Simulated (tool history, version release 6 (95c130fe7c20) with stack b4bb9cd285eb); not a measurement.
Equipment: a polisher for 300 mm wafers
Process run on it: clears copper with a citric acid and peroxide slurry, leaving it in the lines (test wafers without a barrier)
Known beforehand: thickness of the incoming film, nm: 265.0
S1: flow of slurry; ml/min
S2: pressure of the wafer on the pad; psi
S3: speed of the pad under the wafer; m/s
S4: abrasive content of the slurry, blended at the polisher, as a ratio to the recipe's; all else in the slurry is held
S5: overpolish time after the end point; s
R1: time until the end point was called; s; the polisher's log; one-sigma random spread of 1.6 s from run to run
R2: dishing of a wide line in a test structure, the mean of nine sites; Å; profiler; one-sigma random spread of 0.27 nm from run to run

run	hour	S1	S2	S3	S4	S5	R1	R2
1	0.0	135	2.1	1.32	1.0	11	114.16	194.04
2	1.5	135	2.1	1.32	1.0	14	111.32	238.33
3	3.3	135	1.6	1.32	1.0	14	136.28	195.07
4	6.2	115	1.6	1.32	1.0	14	143.13	190.26
5	13.6	110	1.7	1.32	1.0	16	141.34	221.65
6	19.7	110	1.9	1.32	1.0	16	127.60	240.69
7	27.9	105	1.9	1.32	1.0	16	129.22	237.04

Run 8 is up next; what results do you expect?
8	30.5	100	1.9	1.32	1.0	16	?	?

{"run 8": {"R1": 131.81, "R2": 231.14}}

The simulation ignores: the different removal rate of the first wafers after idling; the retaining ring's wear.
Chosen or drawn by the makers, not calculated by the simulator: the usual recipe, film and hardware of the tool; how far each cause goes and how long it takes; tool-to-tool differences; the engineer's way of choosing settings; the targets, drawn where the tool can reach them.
